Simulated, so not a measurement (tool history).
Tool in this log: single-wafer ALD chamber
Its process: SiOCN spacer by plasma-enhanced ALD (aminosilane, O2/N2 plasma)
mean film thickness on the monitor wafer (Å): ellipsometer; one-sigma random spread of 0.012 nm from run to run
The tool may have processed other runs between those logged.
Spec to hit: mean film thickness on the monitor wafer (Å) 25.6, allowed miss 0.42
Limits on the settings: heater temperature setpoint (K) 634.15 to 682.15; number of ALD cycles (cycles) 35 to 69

run    day  heater temperature setpoint (K)  number of ALD cycles (cycles)  mean film thickness on the monitor wafer (Å)
  1      0                           658.15                             52                                        31.839
  2  0.029                           658.15                             48                                        29.507
  3  0.283                           663.15                             48                                        29.287
  4  0.408                           656.15                             48                                        29.153
  5  0.688                           656.15                             46                                        28.021
  6  0.796                           656.15                             45                                        27.376
  7    0.9                           656.15                             44                                         26.91
  8  0.996                           656.15                             43                                        26.275

Exactly one of the 5 candidate moves below puts every result within its allowed miss. Which one?
  A  1.092                           660.15                             44                                             ?
  B  1.092                           661.15                             45                                             ?
  C  1.092                           657.15                             45                                             ?
  D  1.092                           661.15                             42                                             ?
  E  1.092                           652.15                             44                                             ?

move  mean film thickness on the monitor wafer (Å)
   A                                        26.801
   B                                         27.41
   C                                         27.41
   D                                        25.582
   E                                        26.801
A: its largest miss is bigger than the last run's
B: its largest miss is bigger than the last run's
C: its largest miss is bigger than the last run's
D: hits every target within its allowed miss
E: its largest miss is bigger than the last run's
Correct choice: D, which meets every target

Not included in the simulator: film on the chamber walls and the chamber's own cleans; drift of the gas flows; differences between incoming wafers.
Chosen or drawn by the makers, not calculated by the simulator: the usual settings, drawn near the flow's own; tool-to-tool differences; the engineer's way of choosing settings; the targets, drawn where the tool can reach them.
